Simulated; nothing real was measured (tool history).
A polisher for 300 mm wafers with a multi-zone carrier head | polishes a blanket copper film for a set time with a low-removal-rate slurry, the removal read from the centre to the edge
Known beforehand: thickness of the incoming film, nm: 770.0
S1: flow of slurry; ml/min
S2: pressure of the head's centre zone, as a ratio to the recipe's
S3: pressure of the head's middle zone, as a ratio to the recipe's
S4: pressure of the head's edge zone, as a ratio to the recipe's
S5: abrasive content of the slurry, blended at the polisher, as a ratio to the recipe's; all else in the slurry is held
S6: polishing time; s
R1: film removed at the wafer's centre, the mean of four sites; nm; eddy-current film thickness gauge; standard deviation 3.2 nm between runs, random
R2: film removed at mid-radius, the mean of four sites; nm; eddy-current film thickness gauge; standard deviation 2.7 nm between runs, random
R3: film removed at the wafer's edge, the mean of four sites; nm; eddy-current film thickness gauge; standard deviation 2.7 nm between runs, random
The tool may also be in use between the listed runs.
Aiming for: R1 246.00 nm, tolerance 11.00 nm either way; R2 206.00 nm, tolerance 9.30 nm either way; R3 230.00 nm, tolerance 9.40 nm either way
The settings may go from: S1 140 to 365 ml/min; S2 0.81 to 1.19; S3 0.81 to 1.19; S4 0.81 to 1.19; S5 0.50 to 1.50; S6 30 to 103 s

Run 1, hour 0.0: S1 235 ml/min, S2 1.00, S3 1.00, S4 1.00, S5 1.00, S6 66 s. Result: R1 183.81 nm, R2 180.52 nm, R3 183.68 nm.
Run 2, hour 5.8: S1 235 ml/min, S2 1.00, S3 1.08, S4 1.00, S5 1.00, S6 66 s. Result: R1 183.54 nm, R2 192.74 nm, R3 184.50 nm.
Run 3, hour 12.0: S1 235 ml/min, S2 1.02, S3 1.06, S4 1.03, S5 1.10, S6 67 s. Result: R1 198.83 nm, R2 200.02 nm, R3 194.93 nm.
Run 4, hour 17.9: S1 235 ml/min, S2 1.09, S3 1.06, S4 1.03, S5 1.10, S6 67 s. Result: R1 210.49 nm, R2 194.34 nm, R3 197.24 nm.
Run 5, hour 22.6: S1 235 ml/min, S2 1.15, S3 1.06, S4 1.03, S5 1.10, S6 67 s. Result: R1 219.63 nm, R2 195.84 nm, R3 196.67 nm.
Run 6, hour 23.7: S1 235 ml/min, S2 1.15, S3 1.05, S4 1.06, S5 1.15, S6 67 s. Result: R1 228.45 nm, R2 202.06 nm, R3 201.84 nm.
Run 7, hour 29.5: S1 235 ml/min, S2 1.15, S3 1.05, S4 1.06, S5 1.15, S6 67 s. Result: R1 224.77 nm, R2 200.19 nm, R3 200.51 nm.
Run 8, hour 32.0: S1 230 ml/min, S2 1.14, S3 1.02, S4 1.08, S5 1.20, S6 68 s. Result: R1 225.71 nm, R2 202.59 nm, R3 208.78 nm.
Run 9, hour 35.5: S1 235 ml/min, S2 1.15, S3 1.00, S4 1.10, S5 1.20, S6 68 s. Result: R1 237.38 nm, R2 197.68 nm, R3 211.32 nm.
Run 10, hour 37.4: S1 235 ml/min, S2 1.14, S3 0.99, S4 1.11, S5 1.20, S6 68 s. Result: R1 225.22 nm, R2 194.90 nm, R3 206.66 nm.
Run 11, hour 38.8: S1 245 ml/min, S2 1.18, S3 0.96, S4 1.19, S5 1.45, S6 71 s. Result: R1 262.49 nm, R2 212.20 nm, R3 241.22 nm.
Run 12, hour 47.7: S1 245 ml/min, S2 1.17, S3 0.96, S4 1.18, S5 1.45, S6 71 s. Result: R1 260.08 nm, R2 207.33 nm, R3 247.03 nm.

5 candidate next runs follow, results not yet known. Just one meets every target within its allowed miss. Identify it.
Run A, hour 56.6: S1 245 ml/min, S2 1.16, S3 0.98, S4 1.18, S5 1.45, S6 68 s. Result: R1 ?, R2 ?, R3 ?.
Run B, hour 56.6: S1 250 ml/min, S2 1.14, S3 0.81, S4 1.17, S5 1.50, S6 78 s. Result: R1 ?, R2 ?, R3 ?.
Run C, hour 56.6: S1 220 ml/min, S2 1.06, S3 0.83, S4 1.16, S5 1.50, S6 80 s. Result: R1 ?, R2 ?, R3 ?.
Run D, hour 56.6: S1 270 ml/min, S2 1.12, S3 0.89, S4 1.19, S5 1.50, S6 71 s. Result: R1 ?, R2 ?, R3 ?.
Run E, hour 56.6: S1 245 ml/min, S2 1.10, S3 0.97, S4 1.19, S5 1.25, S6 75 s. Result: R1 ?, R2 ?, R3 ?.

move      R1      R2      R3
   A  242.64  203.22  228.41
   B  276.57  201.54  264.49
   C  259.47  207.95  267.08
   D  249.64  199.81  244.10
   E  242.66  212.64  242.10
A: hits every target within its allowed miss
B: further off than the last run
C: further off than the last run
D: moves toward the targets from the last run without getting all of them in spec
E: moves toward the targets from the last run without getting all of them in spec
Correct choice: A, which meets every target
